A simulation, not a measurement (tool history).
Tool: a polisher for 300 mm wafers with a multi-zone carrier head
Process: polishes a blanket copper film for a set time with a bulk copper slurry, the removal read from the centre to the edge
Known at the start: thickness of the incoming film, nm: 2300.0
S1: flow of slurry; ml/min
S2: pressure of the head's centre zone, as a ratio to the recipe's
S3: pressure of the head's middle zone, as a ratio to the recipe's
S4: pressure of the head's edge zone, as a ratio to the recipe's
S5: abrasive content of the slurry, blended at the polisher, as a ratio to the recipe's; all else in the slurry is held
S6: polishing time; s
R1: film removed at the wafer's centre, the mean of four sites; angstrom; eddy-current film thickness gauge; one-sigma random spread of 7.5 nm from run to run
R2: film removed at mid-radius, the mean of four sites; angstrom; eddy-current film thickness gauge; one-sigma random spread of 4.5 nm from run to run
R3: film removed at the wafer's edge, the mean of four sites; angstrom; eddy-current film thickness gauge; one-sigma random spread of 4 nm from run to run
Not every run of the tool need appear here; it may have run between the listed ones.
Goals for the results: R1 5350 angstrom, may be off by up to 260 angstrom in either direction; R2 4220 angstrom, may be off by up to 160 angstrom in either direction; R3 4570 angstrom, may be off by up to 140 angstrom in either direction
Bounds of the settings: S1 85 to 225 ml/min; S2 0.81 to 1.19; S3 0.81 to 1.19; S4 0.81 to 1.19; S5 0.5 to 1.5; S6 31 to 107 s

run,day,S1,S2,S3,S4,S5,S6,R1,R2,R3
1,0,145,1,1,1,1,69,6944.6,6844.9,7030.4
2,0.133,145,1,1,0.96,1,69,6920.6,6805,6961.7
3,0.421,145,1,1.03,0.96,1,69,7073.1,6880.9,6967.7
4,0.633,140,1.02,1.01,0.95,0.95,66,6546.3,6397.9,6498
5,0.942,140,1.02,1.01,0.95,1.05,66,6566.4,6550.9,6664
6,0.996,140,1.02,1.01,0.95,1.05,77,7894.5,7608.2,7658
# day 1.058: slurry nozzle cleaned
7,1.058,115,1.12,0.91,0.85,0.8,58,6110,5040.7,5334.1
8,1.358,115,1.12,0.9,0.85,0.75,57,5940.5,4819.3,5108.9

5 next moves are on the table. One of them brings every result within its allowed miss. Which?
A,1.658,85,1.16,0.87,0.82,0.6,58,?,?,?
B,1.658,125,1.19,0.99,0.81,0.7,58,?,?,?
C,1.658,90,1.05,0.9,0.9,0.75,53,?,?,?
D,1.658,115,1.07,0.84,0.81,0.75,48,?,?,?
E,1.658,105,1.17,1.04,0.81,0.65,52,?,?,?

move,R1,R2,R3
A,5368,4242.8,4603.5
B,6550.9,5406.3,5110.9
C,4738.7,4222.6,4626.7
D,4801.9,3955.5,4222.9
E,5384.6,4716.4,4368.6
A: each result inside its tolerance
B: lands further from the targets than the last run did
C: puts the biggest miss on target and leaves a different result outside tolerance
D: moves the result that the last run missed by most past its target, out the other side
E: moves the result that the last run missed by most past its target, out the other side
The move that meets every target is A.
